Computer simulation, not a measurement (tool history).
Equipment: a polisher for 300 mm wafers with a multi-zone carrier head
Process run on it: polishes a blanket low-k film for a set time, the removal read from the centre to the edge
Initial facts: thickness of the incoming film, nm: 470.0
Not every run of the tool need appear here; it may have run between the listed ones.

| run | hour | flow of slurry (ml/min) | pressure of the head's centre zone | pressure of the head's middle zone | pressure of the head's edge zone | abrasive content of the slurry | polishing time (s) | film removed at the wafer's centre (nm) | film removed at mid-radius (nm) | film removed at the wafer's edge (nm) |
|---|---|---|---|---|---|---|---|---|---|---|
| 1 | 0.0 | 290 | 1.00 | 1.00 | 1.00 | 1.00 | 72 | 32.338 | 32.577 | 32.592 |
| 2 | 5.3 | 290 | 1.01 | 0.96 | 0.97 | 0.95 | 72 | 31.509 | 30.427 | 31.312 |
| 3 | 8.3 | 290 | 1.01 | 0.96 | 0.97 | 0.95 | 54 | 23.626 | 23.224 | 22.939 |
| 4 | 16.4 | 290 | 1.01 | 0.96 | 0.97 | 1.10 | 54 | 26.003 | 24.909 | 24.527 |
| 5 | 17.5 | 290 | 1.01 | 0.96 | 0.97 | 1.30 | 54 | 28.040 | 26.855 | 26.810 |
| 6 | 24.8 | 290 | 1.03 | 0.94 | 0.98 | 1.30 | 54 | 28.103 | 26.060 | 27.765 |

Estimate the outcome of run 7 from the log above:
| 7 | 27.5 | 290 | 1.05 | 0.94 | 0.97 | 1.30 | 54 | ? | ? | ? |

film removed at the wafer's centre (nm): 29.540
film removed at mid-radius (nm): 26.664
film removed at the wafer's edge (nm): 27.715
